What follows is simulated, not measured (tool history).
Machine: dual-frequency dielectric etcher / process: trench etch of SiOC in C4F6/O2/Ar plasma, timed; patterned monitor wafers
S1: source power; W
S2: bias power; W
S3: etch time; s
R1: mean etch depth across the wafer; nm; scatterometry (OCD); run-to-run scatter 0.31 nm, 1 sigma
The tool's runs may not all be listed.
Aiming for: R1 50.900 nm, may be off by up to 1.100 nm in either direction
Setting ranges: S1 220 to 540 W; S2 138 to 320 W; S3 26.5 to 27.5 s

{"run": 1, "day": 0.0, "S1": 380, "S2": 229, "S3": 26.5, "R1": 59.109}
{"run": 2, "day": 0.346, "S1": 340, "S2": 223, "S3": 26.5, "R1": 54.882}
{"run": 3, "day": 0.575, "S1": 320, "S2": 222, "S3": 26.5, "R1": 53.243}
{"run": 4, "day": 0.862, "S1": 390, "S2": 222, "S3": 26.5, "R1": 59.38}
{"run": 5, "day": 0.996, "S1": 360, "S2": 219, "S3": 26.5, "R1": 56.039}
{"run": 6, "day": 1.175, "S1": 340, "S2": 217, "S3": 26.5, "R1": 53.969}
{"run": 7, "day": 1.288, "S1": 330, "S2": 216, "S3": 26.5, "R1": 53.329}
{"run": 8, "day": 1.521, "S1": 330, "S2": 216, "S3": 26.5, "R1": 52.738}
{"run": 9, "day": 1.792, "S1": 320, "S2": 216, "S3": 26.5, "R1": 52.619}

Of the 4 settings listed for the next run, only one would bring every result within its allowed miss of target. Which one?
{"run": "A", "day": 2.062, "S1": 310, "S2": 228, "S3": 26.5, "R1": "?"}
{"run": "B", "day": 2.062, "S1": 290, "S2": 203, "S3": 26.5, "R1": "?"}
{"run": "C", "day": 2.062, "S1": 300, "S2": 197, "S3": 26.5, "R1": "?"}
{"run": "D", "day": 2.062, "S1": 300, "S2": 215, "S3": 26.5, "R1": "?"}

move=A R1=53.189
move=B R1=48.380
move=C R1=48.613
move=D R1=50.747
A: the biggest miss grows against the last run
B: takes the result that was furthest off past its target
C: takes the result that was furthest off past its target
D: every result lands within tolerance
D is the move that brings every result within its allowed miss.
